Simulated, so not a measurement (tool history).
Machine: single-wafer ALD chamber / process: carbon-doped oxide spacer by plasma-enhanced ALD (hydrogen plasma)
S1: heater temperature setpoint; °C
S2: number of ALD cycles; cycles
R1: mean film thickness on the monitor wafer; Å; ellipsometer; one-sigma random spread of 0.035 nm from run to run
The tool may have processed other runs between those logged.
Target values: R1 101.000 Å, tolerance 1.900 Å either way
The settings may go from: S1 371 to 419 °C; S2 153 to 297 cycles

run,day,S1,S2,R1
1,0.000,395,225,119.630
2,0.325,403,225,115.620
3,0.500,406,219,112.290
4,0.708,406,206,104.480
5,1.075,406,222,113.820
# day 1.442: thermocouple changed; heater temperature recalibrated
6,1.442,407,216,111.160
7,1.783,407,211,109.070
8,2.171,407,206,105.450

Exercise: of the 5 proposed moves below, exactly one satisfies all targets within the stated allowed misses. Which move is it?
A,2.558,405,206,?
B,2.558,404,202,?
C,2.558,401,199,?
D,2.558,419,204,?
E,2.558,409,185,?

move,R1
A,107.810
B,106.090
C,105.600
D,101.550
E,95.472
A: its largest miss is bigger than the last run's
B: its largest miss is bigger than the last run's
C: as far off as the last run
D: hits every target within its allowed miss
E: moves the result that the last run missed by most past its target, out the other side
Answer: D
